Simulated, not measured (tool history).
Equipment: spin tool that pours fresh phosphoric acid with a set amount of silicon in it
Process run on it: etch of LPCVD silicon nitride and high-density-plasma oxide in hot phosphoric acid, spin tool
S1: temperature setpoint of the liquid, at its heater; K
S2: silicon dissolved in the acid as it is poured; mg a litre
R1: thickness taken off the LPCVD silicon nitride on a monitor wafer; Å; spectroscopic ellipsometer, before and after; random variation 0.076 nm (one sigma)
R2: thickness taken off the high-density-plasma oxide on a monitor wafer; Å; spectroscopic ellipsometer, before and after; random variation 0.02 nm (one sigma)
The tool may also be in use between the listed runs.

Run 1, hour 0: S1 433.15 K, S2 12.5 mg a litre, time under the liquid (s) 180. Result: R1 178.6 Å, R2 2.6086 Å.
Run 2, hour 5.5: S1 433.15 K, S2 6 mg a litre, time under the liquid (s) 180. Result: R1 180.62 Å, R2 4.0228 Å.
Run 3, hour 7.5: S1 433.15 K, S2 6 mg a litre, time under the liquid (s) 230. Result: R1 227.91 Å, R2 4.2848 Å.
Run 4, hour 16.1: S1 433.15 K, S2 13 mg a litre, time under the liquid (s) 230. Result: R1 228.93 Å, R2 3.6304 Å.
Run 5, hour 18.2: S1 432.65 K, S2 11.5 mg a litre, time under the liquid (s) 195. Result: R1 191.38 Å, R2 3.1746 Å.
Run 6, hour 24: S1 432.15 K, S2 11.5 mg a litre, time under the liquid (s) 165. Result: R1 156.39 Å, R2 2.1304 Å.
Run 7, hour 29.3: S1 431.65 K, S2 9 mg a litre, time under the liquid (s) 145. Result: R1 137.3 Å, R2 2.413 Å.
Run 8, hour 36.6: S1 431.15 K, S2 9 mg a litre, time under the liquid (s) 135. Result: R1 127.36 Å, R2 2.0466 Å.
Run 9, hour 43.8: S1 430.65 K, S2 8.5 mg a litre, time under the liquid (s) 125. Result: R1 113.23 Å, R2 2.1088 Å.
Run 10, hour 51.7: S1 430.65 K, S2 9 mg a litre, time under the liquid (s) 120. Result: R1 110.71 Å, R2 1.9302 Å.
Run 11, hour 60.1: S1 430.65 K, S2 9 mg a litre, time under the liquid (s) 115. Result: R1 103.94 Å, R2 1.9249 Å.

Forecast run 12:
Run 12, hour 63.8: S1 430.15 K, S2 9.5 mg a litre, time under the liquid (s) 115. Result: R1 ?, R2 ?.

For run 12 the tool returned R1 102.55 Å, R2 1.4894 Å.
